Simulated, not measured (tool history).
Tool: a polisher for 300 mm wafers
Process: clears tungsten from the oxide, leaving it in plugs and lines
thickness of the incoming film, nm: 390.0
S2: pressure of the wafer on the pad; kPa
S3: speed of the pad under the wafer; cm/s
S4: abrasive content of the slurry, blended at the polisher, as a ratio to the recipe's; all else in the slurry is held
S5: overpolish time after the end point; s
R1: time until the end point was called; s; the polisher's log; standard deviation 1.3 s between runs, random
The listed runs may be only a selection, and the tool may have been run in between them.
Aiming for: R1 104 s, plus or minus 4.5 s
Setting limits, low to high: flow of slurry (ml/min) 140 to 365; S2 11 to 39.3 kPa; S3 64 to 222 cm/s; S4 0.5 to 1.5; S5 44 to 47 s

{"run": 1, "day": 0.0, "flow of slurry (ml/min)": 235, "S2": 24.8, "S3": 142, "S4": 1, "S5": 44, "R1": 50.872}
{"run": 2, "day": 0.158, "flow of slurry (ml/min)": 235, "S2": 24.8, "S3": 142, "S4": 1, "S5": 47, "R1": 51.055}
{"run": 3, "day": 0.392, "flow of slurry (ml/min)": 235, "S2": 24.8, "S3": 162, "S4": 1, "S5": 47, "R1": 44.672}
{"run": 4, "day": 0.575, "flow of slurry (ml/min)": 235, "S2": 20.7, "S3": 150, "S4": 1, "S5": 47, "R1": 57.787}
{"run": 5, "day": 0.829, "flow of slurry (ml/min)": 235, "S2": 20.7, "S3": 150, "S4": 1.15, "S5": 47, "R1": 55.732}
{"run": 6, "day": 1.046, "flow of slurry (ml/min)": 235, "S2": 17.9, "S3": 142, "S4": 1.15, "S5": 47, "R1": 65.864}
{"run": 7, "day": 1.358, "flow of slurry (ml/min)": 235, "S2": 15.9, "S3": 134, "S4": 1.15, "S5": 47, "R1": 80.32}
{"run": 8, "day": 1.625, "flow of slurry (ml/min)": 235, "S2": 14.5, "S3": 134, "S4": 1.15, "S5": 47, "R1": 84.295}
{"run": 9, "day": 1.871, "flow of slurry (ml/min)": 235, "S2": 13.8, "S3": 132, "S4": 1.15, "S5": 47, "R1": 92.157}
{"run": 10, "day": 2.175, "flow of slurry (ml/min)": 235, "S2": 13.8, "S3": 132, "S4": 1.15, "S5": 47, "R1": 92.006}
{"run": 11, "day": 2.292, "flow of slurry (ml/min)": 235, "S2": 13.1, "S3": 132, "S4": 1.15, "S5": 47, "R1": 95.918}
{"run": 12, "day": 2.546, "flow of slurry (ml/min)": 235, "S2": 13.1, "S3": 132, "S4": 1.15, "S5": 47, "R1": 96.215}
{"run": 13, "day": 2.842, "flow of slurry (ml/min)": 235, "S2": 13.1, "S3": 132, "S4": 1.15, "S5": 47, "R1": 95.062}
{"run": 14, "day": 3.042, "flow of slurry (ml/min)": 235, "S2": 11, "S3": 130, "S4": 1.15, "S5": 47, "R1": 115.65}

Consider the 4 candidate settings below. Which is the only one whose results all fall within their allowed miss of target?
{"run": "A", "day": 3.242, "flow of slurry (ml/min)": 230, "S2": 11.7, "S3": 120, "S4": 1.1, "S5": 47, "R1": "?"}
{"run": "B", "day": 3.242, "flow of slurry (ml/min)": 235, "S2": 16.5, "S3": 102, "S4": 1.3, "S5": 47, "R1": "?"}
{"run": "C", "day": 3.242, "flow of slurry (ml/min)": 225, "S2": 14.5, "S3": 110, "S4": 1.2, "S5": 44, "R1": "?"}
{"run": "D", "day": 3.242, "flow of slurry (ml/min)": 210, "S2": 17.2, "S3": 102, "S4": 1.25, "S5": 47, "R1": "?"}

move=A R1=118.48
move=B R1=94.198
move=C R1=102.75
move=D R1=93.168
A: further off than the last run
B: carries the result that was furthest off beyond its target, to the other side
C: all results land within tolerance of their targets
D: carries the result that was furthest off beyond its target, to the other side
So the answer is move C, the one that meets all the targets.
